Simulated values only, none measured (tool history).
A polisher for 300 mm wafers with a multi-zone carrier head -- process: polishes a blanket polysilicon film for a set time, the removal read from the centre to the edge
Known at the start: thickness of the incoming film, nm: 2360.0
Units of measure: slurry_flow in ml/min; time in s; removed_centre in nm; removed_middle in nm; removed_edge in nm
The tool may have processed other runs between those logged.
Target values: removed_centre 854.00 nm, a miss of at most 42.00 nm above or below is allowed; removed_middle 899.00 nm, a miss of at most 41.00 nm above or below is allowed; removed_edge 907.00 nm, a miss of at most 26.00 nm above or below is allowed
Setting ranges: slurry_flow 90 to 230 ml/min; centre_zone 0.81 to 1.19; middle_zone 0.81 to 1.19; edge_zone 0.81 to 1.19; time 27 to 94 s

run	hour	slurry_flow	centre_zone	middle_zone	edge_zone	time	removed_centre	removed_middle	removed_edge
1	0.0	150	1.00	1.00	1.00	60	724.23	697.01	719.20
2	4.4	135	1.00	1.00	1.00	60	690.79	701.12	689.31
3	9.0	135	1.00	1.09	1.00	60	700.03	731.49	706.27
4	12.4	135	1.00	1.02	1.00	60	704.64	687.83	701.08
5	14.4	155	1.00	1.06	1.05	61	730.80	756.41	731.02
6	15.0	165	0.98	1.03	1.06	65	764.15	774.47	795.76
7	20.2	175	0.98	1.05	1.07	67	789.25	836.42	818.95
8	25.0	180	0.98	1.04	1.09	69	830.81	857.18	848.59

Which of these 4 next moves meets every target?
A	29.8	230	1.09	1.07	1.05	66	?	?	?
B	29.8	145	0.87	1.03	1.12	75	?	?	?
C	29.8	205	0.90	0.96	0.96	77	?	?	?
D	29.8	195	1.03	0.99	1.11	68	?	?	?

move	removed_centre	removed_middle	removed_edge
A	897.28	866.73	823.95
B	760.94	900.93	927.20
C	849.77	911.48	913.72
D	854.18	820.38	861.12
A: further off than the last run
B: gets the furthest-off result to its target, but another result is out of tolerance
C: all results land within tolerance of their targets
D: better than the last run, though not everything is in spec
C is the move that brings every result within its allowed miss.
